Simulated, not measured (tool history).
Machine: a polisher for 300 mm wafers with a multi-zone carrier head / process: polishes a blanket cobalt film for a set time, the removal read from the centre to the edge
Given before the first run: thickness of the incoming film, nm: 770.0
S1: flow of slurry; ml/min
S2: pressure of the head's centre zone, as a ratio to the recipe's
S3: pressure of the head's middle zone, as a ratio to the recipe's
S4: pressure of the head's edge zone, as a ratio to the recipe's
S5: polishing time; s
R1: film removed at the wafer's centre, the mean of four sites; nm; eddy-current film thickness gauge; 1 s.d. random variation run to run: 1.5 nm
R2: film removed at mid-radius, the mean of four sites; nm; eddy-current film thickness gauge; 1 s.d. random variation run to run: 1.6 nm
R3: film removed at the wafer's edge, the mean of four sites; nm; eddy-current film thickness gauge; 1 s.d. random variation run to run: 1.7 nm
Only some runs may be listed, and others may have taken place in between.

run,hour,S1,S2,S3,S4,S5,R1,R2,R3
1,0,255,1,1,1,42,322.27,340.37,326.53
2,0.7,250,1,0.97,0.95,37,286.42,293.39,281.12
3,5.9,195,1,0.97,0.95,37,279.04,282.21,270.18
4,9.7,195,1.06,0.97,0.95,37,293.88,279.62,270.88
5,12.3,170,1.06,0.97,0.95,37,285.18,278.04,268.09
6,19.4,170,0.99,0.97,0.95,37,264.34,274.52,266.9
7,24.9,170,0.99,0.97,0.95,37,266.2,273.42,270.65
8,26.4,185,0.98,0.95,0.92,34,246.18,250.54,244.51
9,34.3,195,0.97,0.94,0.89,32,230.93,239,229.6

What will run 10 give?
10,40.2,195,0.98,0.93,0.87,31,?,?,?

R1: 229.09 nm
R2: 228.3 nm
R3: 214.71 nm

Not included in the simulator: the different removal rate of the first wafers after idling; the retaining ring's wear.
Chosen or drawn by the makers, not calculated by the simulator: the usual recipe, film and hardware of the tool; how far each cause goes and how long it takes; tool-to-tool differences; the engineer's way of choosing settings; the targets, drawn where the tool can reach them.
